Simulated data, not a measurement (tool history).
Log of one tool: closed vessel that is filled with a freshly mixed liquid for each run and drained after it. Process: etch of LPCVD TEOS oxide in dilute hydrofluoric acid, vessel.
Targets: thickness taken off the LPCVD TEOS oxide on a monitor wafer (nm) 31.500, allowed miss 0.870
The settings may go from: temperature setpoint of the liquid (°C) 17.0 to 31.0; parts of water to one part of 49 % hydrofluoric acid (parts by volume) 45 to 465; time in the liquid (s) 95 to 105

run,day,temperature setpoint of the liquid (°C),parts of water to one part of 49 % hydrofluoric acid (parts by volume),time in the liquid (s),thickness taken off the LPCVD TEOS oxide on a monitor wafer (nm)
1,0.000,23.0,255,95,14.909
2,0.138,24.0,240,95,16.784
3,0.275,24.0,160,95,27.406
4,0.421,24.0,160,95,27.184
5,0.625,24.5,160,95,27.916
6,0.904,22.5,160,95,25.571
7,0.946,23.0,160,95,26.519
8,1.008,23.5,160,95,26.817
# day 1.279: thermometer replaced
9,1.279,23.5,160,95,25.500
10,1.438,24.0,160,95,26.075
11,1.754,24.5,155,95,27.608
12,2.083,25.0,155,95,27.898
13,2.471,25.5,155,95,28.803
14,2.725,26.0,155,95,29.367
15,2.800,26.5,155,95,29.749

5 next moves are on the table. One of them brings every result within its allowed miss. Which?
A,2.875,27.0,160,95,?
B,2.875,26.5,165,100,?
C,2.875,28.0,175,95,?
D,2.875,28.0,155,95,?
E,2.875,27.0,155,95,?

move,thickness taken off the LPCVD TEOS oxide on a monitor wafer (nm)
A,29.007
B,28.894
C,27.009
D,31.252
E,30.125
A: further off than the last run
B: further off than the last run
C: further off than the last run
D: meets every target
E: nearer than the last run, and not there yet
The right move is D.
